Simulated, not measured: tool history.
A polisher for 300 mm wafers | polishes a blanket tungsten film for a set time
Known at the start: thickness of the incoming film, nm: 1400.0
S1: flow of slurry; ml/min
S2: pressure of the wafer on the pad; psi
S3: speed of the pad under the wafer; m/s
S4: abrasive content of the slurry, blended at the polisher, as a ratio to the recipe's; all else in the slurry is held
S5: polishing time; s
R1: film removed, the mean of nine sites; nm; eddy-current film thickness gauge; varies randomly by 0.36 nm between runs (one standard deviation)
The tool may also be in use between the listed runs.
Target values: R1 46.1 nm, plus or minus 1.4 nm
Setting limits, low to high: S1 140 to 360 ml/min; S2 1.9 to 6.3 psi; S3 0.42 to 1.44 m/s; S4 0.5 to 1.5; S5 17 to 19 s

run,hour,S1,S2,S3,S4,S5,R1
1,0,230,4.1,0.92,1,19,74.299
2,1.7,230,4.7,0.92,1,19,84.875
3,8.4,230,4.7,0.72,1,19,72.052
4,13.9,210,4.7,0.72,1,19,71.766
5,19.8,185,4.7,0.72,1,19,69.435
6,21.7,185,4.7,0.54,1,19,58.303
7,23.3,185,4.5,0.54,1,19,55.499
8,24.6,185,4.4,0.54,1,19,54.815
9,33.6,185,4.3,0.54,1,19,53.054
10,34.8,185,4.2,0.54,1,19,52.755
11,40.4,180,3.5,0.54,1,19,43.447

Which one of the following 5 next-run settings gets every result inside its allowed miss? There is exactly one.
A,46,170,3.4,0.48,1.1,19,?
B,46,140,3.9,0.56,1.15,17,?
C,46,145,3.8,0.56,1,19,?
D,46,170,3.3,0.68,0.95,17,?
E,46,225,3.3,0.54,0.9,19,?

move,R1
A,39.265
B,42.622
C,45.462
D,41.001
E,40.954
A: lands further from the targets than the last run did
B: lands further from the targets than the last run did
C: all results land within tolerance of their targets
D: lands further from the targets than the last run did
E: lands further from the targets than the last run did
C is the move that brings every result within its allowed miss.
